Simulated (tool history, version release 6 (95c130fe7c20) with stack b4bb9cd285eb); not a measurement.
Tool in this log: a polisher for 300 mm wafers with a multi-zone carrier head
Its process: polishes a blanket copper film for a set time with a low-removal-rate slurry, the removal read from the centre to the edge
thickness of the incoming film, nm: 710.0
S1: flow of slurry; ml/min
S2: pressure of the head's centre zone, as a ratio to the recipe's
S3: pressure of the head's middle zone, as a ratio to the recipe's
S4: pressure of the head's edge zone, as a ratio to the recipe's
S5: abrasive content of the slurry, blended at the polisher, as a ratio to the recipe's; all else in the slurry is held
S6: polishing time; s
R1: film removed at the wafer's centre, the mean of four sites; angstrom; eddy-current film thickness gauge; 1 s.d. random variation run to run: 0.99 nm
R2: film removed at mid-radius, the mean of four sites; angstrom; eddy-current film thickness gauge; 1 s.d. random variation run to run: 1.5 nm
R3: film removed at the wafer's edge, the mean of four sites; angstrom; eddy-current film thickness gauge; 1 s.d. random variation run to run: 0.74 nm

Run 1, hour 0: S1 235 ml/min, S2 1, S3 1, S4 1, S5 1, S6 59 s. Result: R1 1548.3 angstrom, R2 1559.6 angstrom, R3 1550.8 angstrom.
Run 2, hour 3.4: S1 225 ml/min, S2 0.96, S3 0.96, S4 0.98, S5 0.85, S6 58 s. Result: R1 1368.3 angstrom, R2 1392.6 angstrom, R3 1439.9 angstrom.
Run 3, hour 7.1: S1 215 ml/min, S2 0.93, S3 0.93, S4 0.95, S5 0.8, S6 58 s. Result: R1 1307.2 angstrom, R2 1377.4 angstrom, R3 1385.4 angstrom.
Run 4, hour 13.6: S1 210 ml/min, S2 0.92, S3 0.9, S4 0.96, S5 0.7, S6 57 s. Result: R1 1231.4 angstrom, R2 1233.4 angstrom, R3 1323.1 angstrom.
Run 5, hour 19.6: S1 210 ml/min, S2 0.92, S3 0.9, S4 0.96, S5 0.7, S6 66 s. Result: R1 1425.8 angstrom, R2 1465.9 angstrom, R3 1522.7 angstrom.
Run 6, hour 21.8: S1 210 ml/min, S2 0.92, S3 0.9, S4 0.96, S5 0.7, S6 60 s. Result: R1 1292.9 angstrom, R2 1293.9 angstrom, R3 1390.6 angstrom.
Run 7, hour 22.9: S1 200 ml/min, S2 0.9, S3 0.88, S4 0.95, S5 0.65, S6 59 s. Result: R1 1210.9 angstrom, R2 1218.1 angstrom, R3 1322.3 angstrom.
Run 8, hour 28.6: S1 190 ml/min, S2 0.88, S3 0.86, S4 0.94, S5 0.6, S6 59 s. Result: R1 1157.2 angstrom, R2 1168.3 angstrom, R3 1292.8 angstrom.
Run 9, hour 36.3: S1 165 ml/min, S2 0.81, S3 0.82, S4 0.85, S5 0.5, S6 59 s. Result: R1 970.89 angstrom, R2 1059.7 angstrom, R3 1153.1 angstrom.

For run 10, what comes out?
Run 10, hour 43: S1 175 ml/min, S2 0.82, S3 0.82, S4 0.86, S5 0.5, S6 59 s. Result: R1 ?, R2 ?, R3 ?.

For run 10 the tool returned R1 1007.3 angstrom, R2 1064.4 angstrom, R3 1160.2 angstrom.
